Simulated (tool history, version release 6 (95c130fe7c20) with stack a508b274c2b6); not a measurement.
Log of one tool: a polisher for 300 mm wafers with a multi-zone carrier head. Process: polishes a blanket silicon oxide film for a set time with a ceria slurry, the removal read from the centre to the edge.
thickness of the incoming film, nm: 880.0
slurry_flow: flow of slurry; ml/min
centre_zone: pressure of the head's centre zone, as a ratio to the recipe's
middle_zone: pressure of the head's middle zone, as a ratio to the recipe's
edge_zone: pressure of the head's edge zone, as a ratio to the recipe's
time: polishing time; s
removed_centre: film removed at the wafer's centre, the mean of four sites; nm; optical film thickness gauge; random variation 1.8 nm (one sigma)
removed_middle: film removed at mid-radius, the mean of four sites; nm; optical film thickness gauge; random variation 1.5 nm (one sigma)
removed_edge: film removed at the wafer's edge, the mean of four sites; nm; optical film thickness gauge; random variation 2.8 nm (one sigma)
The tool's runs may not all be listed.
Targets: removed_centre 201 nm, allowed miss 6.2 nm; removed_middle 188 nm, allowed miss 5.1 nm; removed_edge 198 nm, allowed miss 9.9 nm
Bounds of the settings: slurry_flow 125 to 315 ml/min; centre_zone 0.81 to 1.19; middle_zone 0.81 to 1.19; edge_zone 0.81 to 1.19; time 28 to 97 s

run,hour,slurry_flow,centre_zone,middle_zone,edge_zone,time,removed_centre,removed_middle,removed_edge
1,0,205,1,1,1,62,289.8,286,286.52
2,8.5,200,0.99,0.97,0.97,58,266.16,264.1,255.51
3,16.6,200,0.99,0.97,0.97,49,224.53,222.58,216.98
4,19.2,190,0.98,0.94,0.97,49,222.2,219.41,220.39
5,22.4,190,0.98,0.94,1.02,49,221.65,215.45,220.44
6,23,185,0.98,0.92,1.01,48,214.53,209,216.08
7,28,180,0.98,0.9,1,47,211.08,197.43,212.48
8,36.9,175,0.98,0.9,0.98,47,208.58,201.67,202.29
9,39.7,170,0.98,0.89,0.99,47,209.63,197.48,213.09
10,42,175,0.98,0.88,0.98,46,207.13,192.74,206.02

Which of these 4 next moves meets every target?
A,44.3,195,1.04,0.94,0.89,45,?,?,?
B,44.3,185,0.99,0.84,0.98,47,?,?,?
C,44.3,180,0.98,0.88,0.96,45,?,?,?
D,44.3,175,1.07,0.9,0.91,46,?,?,?

move,removed_centre,removed_middle,removed_edge
A,214.44,199.47,196.65
B,213.71,193.49,213.3
C,202.38,190.1,201.97
D,221.97,196.45,201.46
A: further off than the last run
B: further off than the last run
C: meets every target
D: further off than the last run
Move C is the one to make.
